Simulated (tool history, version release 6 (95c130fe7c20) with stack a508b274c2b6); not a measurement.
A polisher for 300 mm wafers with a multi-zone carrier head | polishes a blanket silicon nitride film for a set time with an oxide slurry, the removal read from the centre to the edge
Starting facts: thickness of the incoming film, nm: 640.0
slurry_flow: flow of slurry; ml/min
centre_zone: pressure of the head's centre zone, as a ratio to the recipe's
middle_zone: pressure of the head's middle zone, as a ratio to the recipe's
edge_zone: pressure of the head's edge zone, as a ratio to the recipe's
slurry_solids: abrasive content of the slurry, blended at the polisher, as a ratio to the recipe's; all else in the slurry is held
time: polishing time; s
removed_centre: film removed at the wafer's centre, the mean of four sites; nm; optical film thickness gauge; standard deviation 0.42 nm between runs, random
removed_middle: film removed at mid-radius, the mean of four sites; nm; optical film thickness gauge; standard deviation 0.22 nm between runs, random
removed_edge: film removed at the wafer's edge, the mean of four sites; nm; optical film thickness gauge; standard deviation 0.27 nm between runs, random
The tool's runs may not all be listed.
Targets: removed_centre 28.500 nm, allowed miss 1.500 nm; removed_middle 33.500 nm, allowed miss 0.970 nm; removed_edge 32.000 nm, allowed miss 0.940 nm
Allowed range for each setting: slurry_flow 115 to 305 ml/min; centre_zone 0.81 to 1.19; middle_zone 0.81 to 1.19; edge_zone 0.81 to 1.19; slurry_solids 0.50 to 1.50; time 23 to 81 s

run,hour,slurry_flow,centre_zone,middle_zone,edge_zone,slurry_solids,time,removed_centre,removed_middle,removed_edge
1,0.0,195,1.00,1.00,1.00,1.00,52,38.058,37.026,37.036
2,5.9,195,1.00,1.00,1.00,1.00,47,34.813,33.346,33.553
3,8.2,195,1.00,1.00,1.00,1.10,47,35.061,34.930,35.800
4,11.2,185,0.96,1.01,0.97,1.10,47,33.494,34.623,34.106
5,19.6,185,0.96,1.07,0.97,1.10,47,34.154,36.817,34.694
# hour 25.7: worn pad replaced by a new one
6,25.7,185,0.96,0.99,0.97,1.10,47,36.731,37.261,37.281
7,33.4,185,0.97,1.04,1.01,1.15,47,37.512,39.387,38.584
8,34.1,185,0.97,1.04,1.01,1.15,47,38.171,39.178,38.476
9,36.5,190,0.94,1.01,0.95,1.15,47,36.722,38.979,37.497
10,41.2,190,0.94,1.01,0.95,1.15,47,36.490,38.784,37.538
11,44.4,170,0.90,1.00,0.93,1.10,46,33.624,36.416,35.405
12,53.0,160,0.87,1.00,0.92,1.05,46,31.089,35.159,34.853
13,54.8,155,0.87,1.01,0.91,1.05,46,31.229,35.620,34.415
14,60.6,150,0.86,1.01,0.90,1.00,46,29.919,34.432,33.059
15,65.7,145,0.85,1.01,0.90,1.00,46,29.202,33.952,32.648

Pick the move, out of 5, that brings all results within their allowed miss; only one does.
A,70.8,135,0.81,1.01,0.91,0.90,49,?,?,?
B,70.8,195,0.93,1.04,0.96,0.70,50,?,?,?
C,70.8,130,0.89,1.01,0.94,1.15,45,?,?,?
D,70.8,225,0.85,0.94,0.93,1.05,43,?,?,?
E,70.8,200,0.84,1.02,0.92,1.15,40,?,?,?

move,removed_centre,removed_middle,removed_edge
A,28.022,34.197,33.575
B,31.250,33.803,32.683
C,31.012,34.486,34.456
D,29.957,32.505,33.588
E,28.102,33.090,31.846
A: lands further from the targets than the last run did
B: the worst result of the last run now meets its target, but another is out of spec
C: lands further from the targets than the last run did
D: lands further from the targets than the last run did
E: every result within its allowed miss
Answer: E
